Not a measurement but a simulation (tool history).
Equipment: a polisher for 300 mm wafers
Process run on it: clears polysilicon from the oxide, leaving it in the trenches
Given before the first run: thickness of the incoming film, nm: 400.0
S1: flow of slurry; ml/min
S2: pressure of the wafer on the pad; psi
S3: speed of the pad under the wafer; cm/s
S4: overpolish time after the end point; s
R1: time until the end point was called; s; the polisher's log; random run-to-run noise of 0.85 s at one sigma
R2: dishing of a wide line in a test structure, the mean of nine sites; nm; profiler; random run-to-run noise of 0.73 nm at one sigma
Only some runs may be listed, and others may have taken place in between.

run 1 hour=0 | S1=150 S2=2.7 S3=80 S4=15 | R1=34.779 R2=42.308
run 2 hour=6.6 | S1=120 S2=2.7 S3=80 S4=15 | R1=36.45 R2=40.783
run 3 hour=11.3 | S1=120 S2=2.2 S3=80 S4=15 | R1=42.748 R2=39.877
run 4 hour=16.9 | S1=115 S2=2.1 S3=78 S4=14 | R1=44.217 R2=40.013
run 5 hour=24.5 | S1=110 S2=2 S3=74 S4=12 | R1=48.985 R2=35.386
run 6 hour=30.9 | S1=110 S2=1.9 S3=72 S4=12 | R1=51.57 R2=35.256

Run 7 is up next; what results do you expect?
run 7 hour=36.9 | S1=110 S2=1.8 S3=72 S4=12 | R1=? R2=?

{"run 7": {"R1": 53.804, "R2": 35.813}}
